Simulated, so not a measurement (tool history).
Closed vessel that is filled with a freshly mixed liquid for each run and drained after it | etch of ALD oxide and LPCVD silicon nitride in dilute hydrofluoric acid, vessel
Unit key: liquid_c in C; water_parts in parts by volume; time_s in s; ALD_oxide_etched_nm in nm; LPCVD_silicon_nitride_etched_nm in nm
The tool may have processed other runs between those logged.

run,hour,liquid_c,water_parts,time_s,ALD_oxide_etched_nm,LPCVD_silicon_nitride_etched_nm
1,0,26,285,555,26.022,0.97542
2,8.4,26,285,725,33.594,1.3625
3,16.9,25,305,740,30.686,1.22
4,26.4,24.5,320,750,27.95,1.1318
5,28.5,24,330,765,27.313,1.1336
6,31.9,24,380,765,22.815,0.95661

Run 7, settings as shown, results not yet in. Your forecast:
7,33,24,380,765,?,?

ALD_oxide_etched_nm: 22.525 nm
LPCVD_silicon_nitride_etched_nm: 0.90702 nm

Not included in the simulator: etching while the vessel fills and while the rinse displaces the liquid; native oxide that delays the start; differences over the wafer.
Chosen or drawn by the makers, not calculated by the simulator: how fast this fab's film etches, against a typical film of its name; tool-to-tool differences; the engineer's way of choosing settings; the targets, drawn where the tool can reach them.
